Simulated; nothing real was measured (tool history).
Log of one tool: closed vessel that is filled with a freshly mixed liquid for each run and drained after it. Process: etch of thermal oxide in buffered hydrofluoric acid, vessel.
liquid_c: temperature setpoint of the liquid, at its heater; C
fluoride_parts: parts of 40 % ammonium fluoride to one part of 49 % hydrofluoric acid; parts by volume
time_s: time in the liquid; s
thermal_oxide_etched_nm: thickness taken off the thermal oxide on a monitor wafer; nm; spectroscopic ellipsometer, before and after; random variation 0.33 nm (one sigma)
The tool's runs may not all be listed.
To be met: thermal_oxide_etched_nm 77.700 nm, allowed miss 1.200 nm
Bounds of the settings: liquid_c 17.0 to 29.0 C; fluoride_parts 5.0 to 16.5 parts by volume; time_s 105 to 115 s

run	hour	liquid_c	fluoride_parts	time_s	thermal_oxide_etched_nm
1	0.0	21.0	10.0	105	103.810
2	1.6	20.5	10.0	105	100.700
3	2.3	20.5	10.0	105	100.960
4	7.4	20.5	10.0	115	111.020
5	13.0	20.5	8.5	115	126.140
6	17.3	22.5	8.5	115	139.560
7	18.0	22.0	9.0	115	128.100
8	20.7	21.5	9.5	115	120.340
# hour 21.3: thermometer replaced
9	21.3	21.0	10.0	115	99.782
10	27.2	20.5	10.0	115	97.477
11	29.7	20.5	10.0	115	96.870
12	32.5	20.0	10.0	115	94.522

4 next moves are on the table. One of them brings every result within its allowed miss. Which?
A	35.3	17.0	9.0	105	?
B	35.3	21.5	9.5	115	?
C	35.3	22.5	9.5	115	?
D	35.3	19.0	12.5	115	?

move	thermal_oxide_etched_nm
A	77.967
B	106.310
C	112.350
D	71.986
A: meets every target
B: further off than the last run
C: further off than the last run
D: takes the result that was furthest off past its target
Move A is the one to make.

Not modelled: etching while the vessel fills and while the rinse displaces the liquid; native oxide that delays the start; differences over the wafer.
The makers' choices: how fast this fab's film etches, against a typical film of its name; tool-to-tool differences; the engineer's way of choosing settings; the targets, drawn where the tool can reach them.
